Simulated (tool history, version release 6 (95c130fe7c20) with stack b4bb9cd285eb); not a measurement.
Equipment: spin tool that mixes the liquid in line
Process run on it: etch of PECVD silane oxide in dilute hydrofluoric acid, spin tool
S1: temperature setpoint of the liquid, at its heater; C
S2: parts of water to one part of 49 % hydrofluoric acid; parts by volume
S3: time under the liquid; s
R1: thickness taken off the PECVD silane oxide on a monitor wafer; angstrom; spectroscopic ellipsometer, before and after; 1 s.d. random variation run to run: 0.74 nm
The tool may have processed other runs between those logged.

run 1 day=0 | S1=26 S2=200 S3=190 | R1=338.14
run 2 day=0.242 | S1=27.5 S2=170 S3=190 | R1=429.37
run 3 day=0.312 | S1=28.5 S2=145 S3=190 | R1=541.55
run 4 day=0.412 | S1=27 S2=145 S3=190 | R1=512.18
run 5 day=0.533 | S1=28 S2=130 S3=190 | R1=601.08
run 6 day=0.712 | S1=29 S2=120 S3=190 | R1=680.77
run 7 day=1.046 | S1=30 S2=110 S3=190 | R1=784.09
run 8 day=1.288 | S1=30.5 S2=105 S3=190 | R1=854.27
run 9 day=1.579 | S1=31 S2=100 S3=190 | R1=910.42
run 10 day=1.679 | S1=31.5 S2=100 S3=190 | R1=925.86
run 11 day=1.912 | S1=32 S2=95 S3=190 | R1=997.6
run 12 day=2.038 | S1=34 S2=80 S3=190 | R1=1318.6

Run 13, settings as shown, results not yet in. Your forecast:
run 13 day=2.233 | S1=33 S2=80 S3=190 | R1=?

R1: 1251.5 angstrom
